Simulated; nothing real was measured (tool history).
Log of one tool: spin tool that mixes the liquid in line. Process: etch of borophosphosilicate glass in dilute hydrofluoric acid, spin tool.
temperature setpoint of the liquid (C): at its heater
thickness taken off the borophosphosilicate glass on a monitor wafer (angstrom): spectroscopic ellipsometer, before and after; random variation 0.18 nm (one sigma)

| run | hour | temperature setpoint of the liquid (C) | parts of water to one part of 49 % hydrofluoric acid (parts by volume) | time under the liquid (s) | thickness taken off the borophosphosilicate glass on a monitor wafer (angstrom) |
|---|---|---|---|---|---|
| 1 | 0.0 | 26.0 | 200 | 50 | 124.27 |
| 2 | 2.9 | 27.0 | 190 | 50 | 137.75 |
| 3 | 4.4 | 28.0 | 180 | 50 | 151.80 |
| 4 | 13.0 | 28.0 | 180 | 50 | 150.86 |
| 5 | 21.0 | 31.0 | 180 | 50 | 170.92 |
| 6 | 24.6 | 31.0 | 205 | 50 | 144.32 |
| 7 | 27.3 | 31.5 | 195 | 50 | 156.73 |
| 8 | 35.5 | 32.0 | 185 | 50 | 167.94 |
| 9 | 37.1 | 32.5 | 175 | 50 | 184.01 |

Run 10 comes next. What will it give?
| 10 | 40.6 | 32.5 | 170 | 50 | ? |

{"run 10": {"thickness taken off the borophosphosilicate glass on a monitor wafer (angstrom)": 192.09}}
